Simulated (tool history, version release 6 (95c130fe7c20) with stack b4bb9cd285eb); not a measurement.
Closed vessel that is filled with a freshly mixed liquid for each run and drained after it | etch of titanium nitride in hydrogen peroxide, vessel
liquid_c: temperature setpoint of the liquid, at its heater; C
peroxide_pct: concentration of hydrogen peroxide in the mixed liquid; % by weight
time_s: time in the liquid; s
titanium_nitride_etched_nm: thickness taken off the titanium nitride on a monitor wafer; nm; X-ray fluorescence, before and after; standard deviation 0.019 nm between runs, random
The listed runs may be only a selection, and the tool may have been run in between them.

run	hour	liquid_c	peroxide_pct	time_s	titanium_nitride_etched_nm
1	0	58	15.5	35	2.7124
2	3.9	59.5	15.5	35	3.0082
3	8.3	55	15.5	35	2.2081
4	12.3	57	15.5	35	2.5414
5	18.6	52	15.5	35	1.762
6	26.2	47.5	15.5	35	1.2762
# hour 33.8: thermometer replaced
7	33.8	47.5	15.5	35	1.5203
8	38.7	55.5	15.5	35	2.6819
9	43.4	56.5	15.5	35	2.8921
10	44.5	57.5	15.5	35	3.077

Predict the results of run 11:
11	50.2	58.5	15.5	35	?

Logged for run 11: titanium_nitride_etched_nm 3.2896 nm.

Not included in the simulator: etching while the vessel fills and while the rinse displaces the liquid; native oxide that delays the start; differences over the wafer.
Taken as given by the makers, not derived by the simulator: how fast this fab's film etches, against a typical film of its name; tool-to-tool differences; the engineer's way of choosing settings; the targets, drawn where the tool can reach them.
